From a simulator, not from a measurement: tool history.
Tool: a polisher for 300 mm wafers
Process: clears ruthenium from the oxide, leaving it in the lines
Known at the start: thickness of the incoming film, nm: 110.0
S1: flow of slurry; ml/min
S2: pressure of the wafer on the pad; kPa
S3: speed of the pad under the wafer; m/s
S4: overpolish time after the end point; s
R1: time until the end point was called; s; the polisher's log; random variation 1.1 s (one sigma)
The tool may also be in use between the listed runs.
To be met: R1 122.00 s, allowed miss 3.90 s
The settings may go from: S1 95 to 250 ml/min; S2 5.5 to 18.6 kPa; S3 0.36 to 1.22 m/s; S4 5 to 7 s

run	day	S1	S2	S3	S4	R1
1	0.000	160	11.7	0.78	7	163.45
2	0.167	190	11.7	0.78	7	160.41
3	0.346	190	12.4	0.78	7	149.28
4	0.408	195	13.1	0.78	7	144.36
5	0.479	195	13.1	0.78	7	142.00
6	0.604	210	13.1	0.78	7	140.54
7	0.971	210	13.8	0.78	7	136.74
8	1.092	210	14.5	0.78	7	128.93

5 next moves are on the table. One of them brings every result within its allowed miss. Which?
A	1.212	245	14.5	0.76	7	?
B	1.212	185	14.5	0.70	5	?
C	1.212	190	13.8	0.88	5	?
D	1.212	230	12.4	0.82	5	?
E	1.212	195	13.8	0.74	5	?

move	R1
A	129.70
B	145.20
C	121.53
D	140.95
E	143.32
A: further off than the last run
B: further off than the last run
C: meets every target
D: further off than the last run
E: further off than the last run
The right move is C.
